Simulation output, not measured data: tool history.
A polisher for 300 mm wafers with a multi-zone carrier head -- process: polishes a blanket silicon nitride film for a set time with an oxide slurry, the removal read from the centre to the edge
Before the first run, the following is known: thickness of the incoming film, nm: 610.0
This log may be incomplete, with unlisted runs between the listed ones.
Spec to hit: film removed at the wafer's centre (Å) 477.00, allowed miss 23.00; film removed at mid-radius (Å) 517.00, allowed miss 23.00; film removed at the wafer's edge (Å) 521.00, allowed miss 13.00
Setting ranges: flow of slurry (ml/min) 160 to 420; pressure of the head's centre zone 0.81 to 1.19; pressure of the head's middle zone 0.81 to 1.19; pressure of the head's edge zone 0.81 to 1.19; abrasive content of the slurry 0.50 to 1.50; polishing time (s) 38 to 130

run	hour	flow of slurry (ml/min)	pressure of the head's centre zone	pressure of the head's middle zone	pressure of the head's edge zone	abrasive content of the slurry	polishing time (s)	film removed at the wafer's centre (Å)	film removed at mid-radius (Å)	film removed at the wafer's edge (Å)
1	0.0	270	1.00	1.00	1.00	1.00	84	707.02	714.27	742.84
2	1.0	270	1.00	1.00	1.00	1.00	101	875.46	915.03	884.03
3	5.2	260	0.97	0.99	0.96	0.85	95	743.76	777.47	777.95
4	13.4	260	0.97	1.07	0.96	0.85	95	741.09	845.62	783.39
5	22.2	235	0.97	1.07	0.96	0.85	95	739.65	840.11	773.40
6	24.2	235	0.89	1.07	0.96	0.85	95	688.23	831.82	772.91
7	26.4	230	0.89	1.05	0.93	0.75	90	637.06	742.57	689.33
8	33.2	230	0.88	1.03	0.93	0.70	86	570.07	678.25	641.46

Of the 5 settings listed for the next run, only one would bring every result within its allowed miss of target. Which one?
A	40.0	160	0.94	1.00	0.96	0.50	77	?	?	?
B	40.0	230	0.95	0.82	0.98	0.95	62	?	?	?
C	40.0	205	1.07	0.98	0.81	0.70	69	?	?	?
D	40.0	210	0.87	0.99	0.90	0.65	107	?	?	?
E	40.0	215	0.98	0.91	0.88	0.60	68	?	?	?

move	film removed at the wafer's centre (Å)	film removed at mid-radius (Å)	film removed at the wafer's edge (Å)
A	471.50	510.95	515.93
B	487.19	442.45	528.08
C	540.15	511.95	489.08
D	684.13	784.29	772.69
E	471.02	453.57	475.76
A: in spec on every target
B: puts the biggest miss on target and leaves a different result outside tolerance
C: takes the result that was furthest off past its target
D: the biggest miss grows against the last run
E: takes the result that was furthest off past its target
So the answer is move A, the one that meets all the targets.

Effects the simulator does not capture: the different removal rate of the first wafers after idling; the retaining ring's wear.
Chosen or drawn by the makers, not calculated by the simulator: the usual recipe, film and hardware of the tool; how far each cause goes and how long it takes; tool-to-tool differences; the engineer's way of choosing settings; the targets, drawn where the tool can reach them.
